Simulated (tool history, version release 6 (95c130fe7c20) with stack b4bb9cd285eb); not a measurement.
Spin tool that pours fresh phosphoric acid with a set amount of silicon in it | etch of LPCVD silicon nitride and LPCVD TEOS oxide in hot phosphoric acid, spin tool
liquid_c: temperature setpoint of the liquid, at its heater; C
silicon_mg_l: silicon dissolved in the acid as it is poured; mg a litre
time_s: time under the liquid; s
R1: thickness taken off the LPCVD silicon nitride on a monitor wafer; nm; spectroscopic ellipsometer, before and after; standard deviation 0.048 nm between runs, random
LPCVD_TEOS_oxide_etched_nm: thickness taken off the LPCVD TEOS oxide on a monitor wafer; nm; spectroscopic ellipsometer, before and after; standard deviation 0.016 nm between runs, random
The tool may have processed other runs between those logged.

run 1 day=0 | liquid_c=160 silicon_mg_l=9 time_s=100 | R1=8.5095 LPCVD_TEOS_oxide_etched_nm=0.29875
run 2 day=0.042 | liquid_c=160 silicon_mg_l=9 time_s=65 | R1=5.3909 LPCVD_TEOS_oxide_etched_nm=0.17959
run 3 day=0.408 | liquid_c=160.5 silicon_mg_l=9 time_s=65 | R1=5.4566 LPCVD_TEOS_oxide_etched_nm=0.17361
run 4 day=0.538 | liquid_c=161 silicon_mg_l=8 time_s=65 | R1=5.6361 LPCVD_TEOS_oxide_etched_nm=0.18994
run 5 day=0.683 | liquid_c=161 silicon_mg_l=8 time_s=105 | R1=9.0694 LPCVD_TEOS_oxide_etched_nm=0.31196
run 6 day=0.971 | liquid_c=160.5 silicon_mg_l=7.5 time_s=100 | R1=8.5265 LPCVD_TEOS_oxide_etched_nm=0.30141

The next listed run, before its measurement:
run 7 day=1.008 | liquid_c=160 silicon_mg_l=7.5 time_s=95 | R1=? LPCVD_TEOS_oxide_etched_nm=?

Run 7 yielded R1 7.8933 nm, LPCVD_TEOS_oxide_etched_nm 0.25721 nm.
